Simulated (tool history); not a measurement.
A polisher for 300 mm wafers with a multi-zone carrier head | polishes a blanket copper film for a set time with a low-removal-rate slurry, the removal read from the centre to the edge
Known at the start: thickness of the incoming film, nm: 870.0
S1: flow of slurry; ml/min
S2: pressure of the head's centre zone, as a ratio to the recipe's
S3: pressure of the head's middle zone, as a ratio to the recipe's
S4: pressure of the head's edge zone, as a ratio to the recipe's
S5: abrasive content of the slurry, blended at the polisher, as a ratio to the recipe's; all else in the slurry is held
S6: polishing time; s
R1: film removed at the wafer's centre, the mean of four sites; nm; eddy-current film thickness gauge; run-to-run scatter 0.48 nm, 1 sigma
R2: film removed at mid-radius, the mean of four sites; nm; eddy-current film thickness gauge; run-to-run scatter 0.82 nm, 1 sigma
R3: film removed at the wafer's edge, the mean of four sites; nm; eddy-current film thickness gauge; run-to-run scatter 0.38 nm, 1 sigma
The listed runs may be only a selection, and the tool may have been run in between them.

Run 1, day 0: S1 125 ml/min, S2 1, S3 1, S4 1, S5 1, S6 32 s. Result: R1 83.338 nm, R2 84.447 nm, R3 87.089 nm.
Run 2, day 0.292: S1 150 ml/min, S2 1, S3 1, S4 1, S5 1, S6 32 s. Result: R1 87.333 nm, R2 87.656 nm, R3 88.931 nm.
Run 3, day 0.462: S1 145 ml/min, S2 0.98, S3 1.01, S4 0.96, S5 0.9, S6 30 s. Result: R1 77.752 nm, R2 80.653 nm, R3 80.4 nm.
Run 4, day 0.567: S1 140 ml/min, S2 0.98, S3 1.03, S4 0.93, S5 0.8, S6 28 s. Result: R1 69.612 nm, R2 73.465 nm, R3 70.967 nm.
Run 5, day 0.692: S1 140 ml/min, S2 0.9, S3 1.03, S4 0.93, S5 0.8, S6 28 s. Result: R1 64.964 nm, R2 71.986 nm, R3 71.215 nm.
At day 0.958: edge zone pressure recalibrated.
Run 6, day 0.958: S1 140 ml/min, S2 0.9, S3 1.03, S4 0.93, S5 0.9, S6 28 s. Result: R1 69.188 nm, R2 73.996 nm, R3 69.687 nm.
Run 7, day 0.992: S1 130 ml/min, S2 0.88, S3 1.03, S4 0.9, S5 0.85, S6 28 s. Result: R1 65.229 nm, R2 73.336 nm, R3 67.845 nm.
Run 8, day 1.121: S1 130 ml/min, S2 0.88, S3 1.03, S4 0.9, S5 0.85, S6 28 s. Result: R1 65.593 nm, R2 74.283 nm, R3 67.975 nm.
Run 9, day 1.438: S1 95 ml/min, S2 0.87, S3 1.02, S4 0.81, S5 0.6, S6 26 s. Result: R1 51.37 nm, R2 56.69 nm, R3 52.111 nm.
Run 10, day 1.667: S1 100 ml/min, S2 0.87, S3 1.03, S4 0.81, S5 0.6, S6 26 s. Result: R1 51.072 nm, R2 57.203 nm, R3 52.65 nm.

The next listed run, before its measurement:
Run 11, day 2: S1 135 ml/min, S2 0.89, S3 1.07, S4 0.83, S5 0.65, S6 26 s. Result: R1 ?, R2 ?, R3 ?.

R1: 57.325 nm
R2: 65.884 nm
R3: 57.162 nm
